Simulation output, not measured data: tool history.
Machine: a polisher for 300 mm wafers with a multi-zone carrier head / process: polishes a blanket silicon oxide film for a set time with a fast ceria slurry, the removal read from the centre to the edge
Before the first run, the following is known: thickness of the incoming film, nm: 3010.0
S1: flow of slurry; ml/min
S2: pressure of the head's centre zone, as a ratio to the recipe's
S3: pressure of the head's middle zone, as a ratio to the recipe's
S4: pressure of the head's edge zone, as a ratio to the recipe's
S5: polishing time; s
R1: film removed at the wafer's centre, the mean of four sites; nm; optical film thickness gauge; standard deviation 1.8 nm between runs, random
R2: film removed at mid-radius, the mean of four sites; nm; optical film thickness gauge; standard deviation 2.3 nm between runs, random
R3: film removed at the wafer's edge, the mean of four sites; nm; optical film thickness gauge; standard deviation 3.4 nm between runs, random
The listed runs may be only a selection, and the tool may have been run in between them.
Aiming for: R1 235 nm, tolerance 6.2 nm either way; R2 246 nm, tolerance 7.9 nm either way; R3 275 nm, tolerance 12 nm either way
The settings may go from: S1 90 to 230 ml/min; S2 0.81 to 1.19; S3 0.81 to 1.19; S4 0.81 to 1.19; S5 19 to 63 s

run,hour,S1,S2,S3,S4,S5,R1,R2,R3
1,0,150,1,1,1,41,391.35,375.61,395.12
2,2.3,170,1,1,1,41,400.58,392.06,394.55
3,8.2,205,1,1,1,41,412.54,404.3,396.45
4,13.5,205,1.06,1,1,41,434.94,404.51,405.28
5,19.4,195,1.03,0.99,1.01,39,404.3,377.82,378.22
6,24.3,195,1.03,0.99,1.09,39,402.38,375.03,397.48
7,32,155,0.93,0.89,0.99,28,250.65,245.95,266.19
8,35,150,0.92,0.89,1,28,244.89,238.7,257.86

Next run, 5 choices. One meets every target within its allowed miss, the rest don't. Which?
A,38,165,0.84,0.87,1,29,?,?,?
B,38,145,0.89,0.85,0.96,28,?,?,?
C,38,160,0.86,0.96,0.95,27,?,?,?
D,38,115,0.84,0.83,0.95,32,?,?,?
E,38,165,0.91,0.93,0.96,27,?,?,?

move,R1,R2,R3
A,236.68,246.22,274.11
B,237.07,229.19,256.48
C,224.67,245.95,248.47
D,244.92,247.98,284.26
E,238.98,241.03,250.48
A: meets every target
B: meets the target for the result that was furthest off, but another lies outside its allowed miss
C: takes the result that was furthest off past its target
D: about as far from the targets as the last run
E: meets the target for the result that was furthest off, but another lies outside its allowed miss
A is the move that brings every result within its allowed miss.

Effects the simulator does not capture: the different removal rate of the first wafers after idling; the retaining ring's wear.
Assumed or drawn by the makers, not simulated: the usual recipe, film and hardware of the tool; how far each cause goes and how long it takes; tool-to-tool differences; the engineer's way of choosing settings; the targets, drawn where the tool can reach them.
